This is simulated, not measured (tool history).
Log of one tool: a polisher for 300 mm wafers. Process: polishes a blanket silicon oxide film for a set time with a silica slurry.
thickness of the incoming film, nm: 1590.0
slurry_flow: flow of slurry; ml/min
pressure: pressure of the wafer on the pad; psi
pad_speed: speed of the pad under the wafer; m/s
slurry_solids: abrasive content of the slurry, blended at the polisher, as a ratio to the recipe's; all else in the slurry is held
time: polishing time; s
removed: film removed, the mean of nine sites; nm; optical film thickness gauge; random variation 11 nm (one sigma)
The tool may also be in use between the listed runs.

run,hour,slurry_flow,pressure,pad_speed,slurry_solids,time,removed
1,0,270,5.4,1.5,1,113,558.65
2,7.3,270,6,1.52,1,113,625.59
3,8.9,270,6.5,1.54,1,113,680.89
4,13.8,270,6.9,1.56,1,113,709.3
5,16.9,270,6.9,1.56,1.1,113,744.53
6,21.6,270,7.2,1.58,1.1,113,794.36
7,23.1,270,7.5,1.58,1.1,113,825.43
8,29.4,270,7.7,1.6,1.1,113,859.62

Run 9 comes next. What will it give?
9,37.7,270,7.9,1.6,1.1,113,?

removed: 863.38 nm
